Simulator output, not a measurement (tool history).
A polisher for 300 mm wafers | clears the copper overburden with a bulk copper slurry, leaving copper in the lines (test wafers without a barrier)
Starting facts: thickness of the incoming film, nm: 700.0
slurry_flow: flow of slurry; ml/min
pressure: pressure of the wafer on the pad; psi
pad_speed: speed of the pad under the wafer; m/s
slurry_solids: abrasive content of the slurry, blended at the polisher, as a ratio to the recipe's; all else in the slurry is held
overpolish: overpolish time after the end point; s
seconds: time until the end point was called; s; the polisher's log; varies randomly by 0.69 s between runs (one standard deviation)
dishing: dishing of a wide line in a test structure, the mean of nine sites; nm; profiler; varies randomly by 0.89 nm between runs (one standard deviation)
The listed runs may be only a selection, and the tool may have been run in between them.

run 1 hour=0 | slurry_flow=130 pressure=2.7 pad_speed=1.08 slurry_solids=1 overpolish=12 | seconds=73.25 dishing=51.991
run 2 hour=7.6 | slurry_flow=125 pressure=2.6 pad_speed=1.08 slurry_solids=1 overpolish=13 | seconds=74.645 dishing=52.105
run 3 hour=15.2 | slurry_flow=105 pressure=2.6 pad_speed=1.08 slurry_solids=1 overpolish=13 | seconds=77.674 dishing=51.178
run 4 hour=21.5 | slurry_flow=105 pressure=2.6 pad_speed=0.88 slurry_solids=1 overpolish=13 | seconds=92.199 dishing=46.97
run 5 hour=27.9 | slurry_flow=105 pressure=2.6 pad_speed=0.66 slurry_solids=1 overpolish=13 | seconds=112.94 dishing=41.183
run 6 hour=28.5 | slurry_flow=110 pressure=2.8 pad_speed=0.66 slurry_solids=1 overpolish=14 | seconds=104.13 dishing=45.815

Run 7 comes next. What will it give?
run 7 hour=30.2 | slurry_flow=120 pressure=2.9 pad_speed=0.66 slurry_solids=1 overpolish=14 | seconds=? dishing=?

seconds: 97.718 s
dishing: 47.301 nm

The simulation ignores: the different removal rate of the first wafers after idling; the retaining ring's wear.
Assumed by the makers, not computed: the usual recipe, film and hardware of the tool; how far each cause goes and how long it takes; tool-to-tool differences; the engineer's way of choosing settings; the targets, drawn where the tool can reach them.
